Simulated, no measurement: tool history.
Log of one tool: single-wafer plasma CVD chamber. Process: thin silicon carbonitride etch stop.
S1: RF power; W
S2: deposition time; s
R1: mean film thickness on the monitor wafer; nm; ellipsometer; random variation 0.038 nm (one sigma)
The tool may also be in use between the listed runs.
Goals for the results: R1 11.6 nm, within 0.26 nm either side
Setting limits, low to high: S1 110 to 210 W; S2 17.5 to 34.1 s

{"run": 1, "hour": 0.0, "S1": 160, "S2": 25.8, "R1": 15.108}
{"run": 2, "hour": 4.6, "S1": 155, "S2": 24.7, "R1": 14.499}
{"run": 3, "hour": 11.2, "S1": 165, "S2": 24.7, "R1": 14.669}
{"run": 4, "hour": 16.1, "S1": 160, "S2": 23.6, "R1": 13.913}
{"run": 5, "hour": 16.9, "S1": 155, "S2": 22.9, "R1": 13.404}
{"run": 6, "hour": 24.8, "S1": 150, "S2": 22.4, "R1": 13.003}
{"run": 7, "hour": 32.0, "S1": 145, "S2": 22, "R1": 12.68}
{"run": 8, "hour": 34.8, "S1": 145, "S2": 22, "R1": 12.663}
{"run": 9, "hour": 37.9, "S1": 140, "S2": 21.8, "R1": 12.448}
{"run": 10, "hour": 45.8, "S1": 135, "S2": 21.6, "R1": 12.299}
{"run": 11, "hour": 52.4, "S1": 135, "S2": 21.4, "R1": 12.189}
{"run": 12, "hour": 60.9, "S1": 135, "S2": 21.3, "R1": 12.174}
{"run": 13, "hour": 68.8, "S1": 135, "S2": 21.1, "R1": 12.064}
{"hour": 77.6, "done": "thermocouple changed; heater temperature recalibrated"}
{"run": 14, "hour": 77.6, "S1": 135, "S2": 21.1, "R1": 12.071}
{"run": 15, "hour": 79.2, "S1": 135, "S2": 21, "R1": 11.975}
{"run": 16, "hour": 84.6, "S1": 135, "S2": 20.9, "R1": 11.904}

Below are 5 possible settings for the next run. Only one of them brings all results inside the allowed miss of their targets. Which is it?
{"run": "A", "hour": 90.0, "S1": 170, "S2": 20.5, "R1": "?"}
{"run": "B", "hour": 90.0, "S1": 135, "S2": 21.3, "R1": "?"}
{"run": "C", "hour": 90.0, "S1": 140, "S2": 20.2, "R1": "?"}
{"run": "D", "hour": 90.0, "S1": 140, "S2": 21.8, "R1": "?"}
{"run": "E", "hour": 90.0, "S1": 120, "S2": 22, "R1": "?"}

move=A R1=12.224
move=B R1=12.168
move=C R1=11.615
move=D R1=12.535
move=E R1=12.314
A: its largest miss is bigger than the last run's
B: its largest miss is bigger than the last run's
C: each result inside its tolerance
D: its largest miss is bigger than the last run's
E: its largest miss is bigger than the last run's
The move that meets every target is C.

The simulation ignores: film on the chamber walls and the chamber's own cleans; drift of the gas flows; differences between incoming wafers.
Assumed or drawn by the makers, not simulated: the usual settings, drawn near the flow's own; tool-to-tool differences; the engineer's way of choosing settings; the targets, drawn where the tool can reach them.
